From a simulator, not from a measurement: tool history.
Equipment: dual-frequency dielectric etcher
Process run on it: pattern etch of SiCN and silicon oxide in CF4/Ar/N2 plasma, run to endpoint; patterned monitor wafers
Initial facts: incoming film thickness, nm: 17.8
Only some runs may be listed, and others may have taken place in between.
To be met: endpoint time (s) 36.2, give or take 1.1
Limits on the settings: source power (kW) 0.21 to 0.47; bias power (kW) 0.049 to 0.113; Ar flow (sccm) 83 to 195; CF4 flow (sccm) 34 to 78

{"run": 1, "hour": 0.0, "source power (kW)": 0.34, "bias power (kW)": 0.081, "Ar flow (sccm)": 139, "CF4 flow (sccm)": 56, "endpoint time (s)": 30.583}
{"run": 2, "hour": 1.8, "source power (kW)": 0.33, "bias power (kW)": 0.08, "Ar flow (sccm)": 139, "CF4 flow (sccm)": 56, "endpoint time (s)": 31.628}
{"run": 3, "hour": 3.8, "source power (kW)": 0.33, "bias power (kW)": 0.08, "Ar flow (sccm)": 118, "CF4 flow (sccm)": 56, "endpoint time (s)": 30.358}
{"run": 4, "hour": 6.4, "source power (kW)": 0.33, "bias power (kW)": 0.08, "Ar flow (sccm)": 99, "CF4 flow (sccm)": 56, "endpoint time (s)": 29.084}
{"run": 5, "hour": 9.0, "source power (kW)": 0.31, "bias power (kW)": 0.079, "Ar flow (sccm)": 99, "CF4 flow (sccm)": 56, "endpoint time (s)": 31.437}
{"run": 6, "hour": 17.8, "source power (kW)": 0.31, "bias power (kW)": 0.085, "Ar flow (sccm)": 99, "CF4 flow (sccm)": 56, "endpoint time (s)": 30.396}
{"run": 7, "hour": 23.3, "source power (kW)": 0.3, "bias power (kW)": 0.085, "Ar flow (sccm)": 99, "CF4 flow (sccm)": 56, "endpoint time (s)": 31.834}
{"run": 8, "hour": 30.6, "source power (kW)": 0.3, "bias power (kW)": 0.085, "Ar flow (sccm)": 99, "CF4 flow (sccm)": 56, "endpoint time (s)": 31.987}
{"run": 9, "hour": 32.6, "source power (kW)": 0.29, "bias power (kW)": 0.085, "Ar flow (sccm)": 99, "CF4 flow (sccm)": 56, "endpoint time (s)": 32.573}
{"run": 10, "hour": 37.0, "source power (kW)": 0.28, "bias power (kW)": 0.085, "Ar flow (sccm)": 99, "CF4 flow (sccm)": 56, "endpoint time (s)": 33.549}
{"run": 11, "hour": 46.0, "source power (kW)": 0.27, "bias power (kW)": 0.085, "Ar flow (sccm)": 99, "CF4 flow (sccm)": 56, "endpoint time (s)": 35.014}

Which one of the following 4 next-run settings gets every result inside its allowed miss? There is exactly one.
{"run": "A", "hour": 55.0, "source power (kW)": 0.28, "bias power (kW)": 0.102, "Ar flow (sccm)": 96, "CF4 flow (sccm)": 37, "endpoint time (s)": "?"}
{"run": "B", "hour": 55.0, "source power (kW)": 0.29, "bias power (kW)": 0.081, "Ar flow (sccm)": 97, "CF4 flow (sccm)": 53, "endpoint time (s)": "?"}
{"run": "C", "hour": 55.0, "source power (kW)": 0.3, "bias power (kW)": 0.064, "Ar flow (sccm)": 106, "CF4 flow (sccm)": 62, "endpoint time (s)": "?"}
{"run": "D", "hour": 55.0, "source power (kW)": 0.28, "bias power (kW)": 0.075, "Ar flow (sccm)": 123, "CF4 flow (sccm)": 56, "endpoint time (s)": "?"}

move=A endpoint_time_(s)=33.376
move=B endpoint_time_(s)=33.165
move=C endpoint_time_(s)=34.116
move=D endpoint_time_(s)=36.218
A: misses by more than the last run did
B: misses by more than the last run did
C: misses by more than the last run did
D: each result inside its tolerance
D is the move that brings every result within its allowed miss.

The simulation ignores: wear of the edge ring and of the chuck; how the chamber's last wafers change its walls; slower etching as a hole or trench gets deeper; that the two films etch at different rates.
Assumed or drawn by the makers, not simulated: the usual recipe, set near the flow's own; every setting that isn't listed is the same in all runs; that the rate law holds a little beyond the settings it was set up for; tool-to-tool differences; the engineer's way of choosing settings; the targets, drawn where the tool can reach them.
